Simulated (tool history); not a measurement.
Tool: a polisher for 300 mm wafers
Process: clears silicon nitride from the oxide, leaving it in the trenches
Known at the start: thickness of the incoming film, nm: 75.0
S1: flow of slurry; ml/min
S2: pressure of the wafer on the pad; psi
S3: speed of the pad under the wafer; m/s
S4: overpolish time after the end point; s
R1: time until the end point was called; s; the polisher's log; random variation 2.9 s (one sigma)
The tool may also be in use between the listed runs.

run,hour,S1,S2,S3,S4,R1
1,0.0,165,2.1,1.22,8,102.460
2,7.3,160,1.9,1.14,8,119.570
3,15.1,160,1.9,1.44,8,96.817
4,17.0,155,1.7,1.32,8,117.720
5,23.7,155,2.2,1.32,8,90.521
6,31.2,155,2.0,1.24,8,106.370
7,33.9,140,1.4,0.90,8,203.460

The next listed run, before its measurement:
8,37.1,135,1.4,0.90,8,?

Run 8 gave R1 207.780 s.
